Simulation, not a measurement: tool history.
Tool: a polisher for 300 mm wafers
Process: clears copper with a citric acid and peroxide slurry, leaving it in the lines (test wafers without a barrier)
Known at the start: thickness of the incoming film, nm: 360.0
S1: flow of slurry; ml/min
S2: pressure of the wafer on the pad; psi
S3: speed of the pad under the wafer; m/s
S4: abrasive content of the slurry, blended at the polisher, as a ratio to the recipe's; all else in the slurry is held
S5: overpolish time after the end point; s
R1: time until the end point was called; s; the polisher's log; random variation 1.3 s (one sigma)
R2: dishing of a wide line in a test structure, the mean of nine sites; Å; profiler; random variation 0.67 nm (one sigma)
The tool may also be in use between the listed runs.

run  hour   S1   S2    S3  S4  S5      R1      R2
  1     0  140  3.7  1.16   1  12  112.73  276.88
  2   3.7  140  3.7  1.16   1  17  114.97  360.52
  3  10.4  140  2.8  1.16   1  17  150.67  288.38
  4    18  145  3.1  1.16   1  17  133.41  304.21
  5  22.3  120  3.1  1.16   1  17   139.3  297.02
  6  24.5  120  3.1  1.36   1  17  119.69     341
  7  33.2  125  3.2  1.36   1  17  118.16  352.94
  8  36.4  130  3.3  1.36   1  17  112.78  370.45

Forecast run 9:
  9  39.9  130  3.3  1.36   1  17   ?   ?

R1: 110.5 s
R2: 368.22 Å

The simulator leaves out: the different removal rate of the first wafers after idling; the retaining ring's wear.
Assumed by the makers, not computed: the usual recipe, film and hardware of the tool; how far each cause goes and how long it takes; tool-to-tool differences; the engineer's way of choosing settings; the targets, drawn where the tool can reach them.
